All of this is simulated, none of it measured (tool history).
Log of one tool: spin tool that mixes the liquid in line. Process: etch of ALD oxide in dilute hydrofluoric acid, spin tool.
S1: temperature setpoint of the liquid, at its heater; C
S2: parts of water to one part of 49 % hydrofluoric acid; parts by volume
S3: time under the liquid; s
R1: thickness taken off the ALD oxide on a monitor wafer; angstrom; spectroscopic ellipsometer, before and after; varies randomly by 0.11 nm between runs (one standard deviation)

run	hour	S1	S2	S3	R1
1	0	22	140	290	194.58
2	3.3	25.5	140	290	224.17
3	11.2	26.5	140	290	234.09
4	17.9	26.5	165	290	193.35
5	23.4	27.5	160	290	206.39
6	29.8	25.5	160	290	190.9
7	36.7	26.5	155	290	206.35
8	39.7	27.5	150	290	223.09

For run 9, what comes out?
9	41.1	28	150	290	?

R1: 227.94 angstrom
